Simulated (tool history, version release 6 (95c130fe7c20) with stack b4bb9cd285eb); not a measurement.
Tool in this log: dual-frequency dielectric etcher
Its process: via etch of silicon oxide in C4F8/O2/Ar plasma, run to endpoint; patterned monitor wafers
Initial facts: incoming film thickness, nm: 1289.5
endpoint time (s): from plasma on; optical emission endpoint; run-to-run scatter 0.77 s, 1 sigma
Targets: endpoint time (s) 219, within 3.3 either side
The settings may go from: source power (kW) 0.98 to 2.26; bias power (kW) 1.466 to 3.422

{"run": 1, "hour": 0.0, "source power (kW)": 1.62, "bias power (kW)": 2.444, "endpoint time (s)": 254.01}
{"run": 2, "hour": 3.9, "source power (kW)": 1.69, "bias power (kW)": 2.46, "endpoint time (s)": 249.67}
{"run": 3, "hour": 5.0, "source power (kW)": 1.69, "bias power (kW)": 2.116, "endpoint time (s)": 260.3}
{"run": 4, "hour": 10.2, "source power (kW)": 1.97, "bias power (kW)": 2.116, "endpoint time (s)": 243.03}
{"run": 5, "hour": 15.9, "source power (kW)": 1.97, "bias power (kW)": 1.928, "endpoint time (s)": 247.99}
{"run": 6, "hour": 18.6, "source power (kW)": 1.97, "bias power (kW)": 2.321, "endpoint time (s)": 236.05}
{"run": 7, "hour": 23.1, "source power (kW)": 2.01, "bias power (kW)": 2.328, "endpoint time (s)": 232.18}
{"run": 8, "hour": 28.7, "source power (kW)": 2.04, "bias power (kW)": 2.332, "endpoint time (s)": 233.02}
{"run": 9, "hour": 36.3, "source power (kW)": 2.07, "bias power (kW)": 2.348, "endpoint time (s)": 228.64}
{"run": 10, "hour": 37.1, "source power (kW)": 2.09, "bias power (kW)": 2.352, "endpoint time (s)": 227.12}

Below are 5 possible settings for the next run. Only one of them brings all results inside the allowed miss of their targets. Which is it?
{"run": "A", "hour": 37.9, "source power (kW)": 2.26, "bias power (kW)": 2.413, "endpoint time (s)": "?"}
{"run": "B", "hour": 37.9, "source power (kW)": 2.22, "bias power (kW)": 2.082, "endpoint time (s)": "?"}
{"run": "C", "hour": 37.9, "source power (kW)": 2.06, "bias power (kW)": 2.169, "endpoint time (s)": "?"}
{"run": "D", "hour": 37.9, "source power (kW)": 2.07, "bias power (kW)": 2.372, "endpoint time (s)": "?"}
{"run": "E", "hour": 37.9, "source power (kW)": 1.84, "bias power (kW)": 2.636, "endpoint time (s)": "?"}

move=A endpoint_time_(s)=216.93
move=B endpoint_time_(s)=228.78
move=C endpoint_time_(s)=233.9
move=D endpoint_time_(s)=227.04
move=E endpoint_time_(s)=231.95
A: all results land within tolerance of their targets
B: lands further from the targets than the last run did
C: lands further from the targets than the last run did
D: as far off as the last run
E: lands further from the targets than the last run did
Answer: A

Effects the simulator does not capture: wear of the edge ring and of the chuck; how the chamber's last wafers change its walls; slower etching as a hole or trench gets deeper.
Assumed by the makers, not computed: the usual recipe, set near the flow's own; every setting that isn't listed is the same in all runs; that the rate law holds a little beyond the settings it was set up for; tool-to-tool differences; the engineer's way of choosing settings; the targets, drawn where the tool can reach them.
